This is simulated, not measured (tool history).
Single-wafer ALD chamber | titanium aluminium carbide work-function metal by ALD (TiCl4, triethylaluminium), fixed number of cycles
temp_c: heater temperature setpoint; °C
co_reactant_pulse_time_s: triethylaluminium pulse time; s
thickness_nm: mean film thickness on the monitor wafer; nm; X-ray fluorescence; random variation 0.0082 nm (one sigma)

run  hour  temp_c  co_reactant_pulse_time_s  thickness_nm
  1     0     275                     13.27        1.9305
  2   4.5     275                     15.46        1.9532
  3   8.3     275                     18.79        1.9546
  4   9.4     268                     18.79        1.9006
  5    16     263                     18.48        1.8484
  6    20     269                     18.48        1.8929

Run 7 comes next. What will it give?
  7  25.9     269                     18.48             ?

{"run 7": {"thickness_nm": 1.8983}}
